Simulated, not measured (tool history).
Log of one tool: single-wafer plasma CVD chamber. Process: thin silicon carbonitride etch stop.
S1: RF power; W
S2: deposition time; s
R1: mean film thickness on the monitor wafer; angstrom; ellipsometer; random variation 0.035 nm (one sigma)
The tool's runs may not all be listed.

{"run": 1, "hour": 0.0, "S1": 205, "S2": 23, "R1": 138.95}
{"run": 2, "hour": 1.2, "S1": 205, "S2": 25.5, "R1": 153.3}
{"run": 3, "hour": 6.7, "S1": 185, "S2": 25.5, "R1": 146.06}
{"run": 4, "hour": 8.2, "S1": 185, "S2": 27.8, "R1": 159.71}
{"run": 5, "hour": 14.1, "S1": 175, "S2": 26.8, "R1": 149.2}
{"run": 6, "hour": 15.7, "S1": 165, "S2": 26.2, "R1": 142.17}
{"run": 7, "hour": 23.9, "S1": 160, "S2": 25.7, "R1": 136.69}

Forecast run 8:
{"run": 8, "hour": 29.0, "S1": 155, "S2": 25.4, "R1": "?"}

Run 8 gave R1 133.25 angstrom.
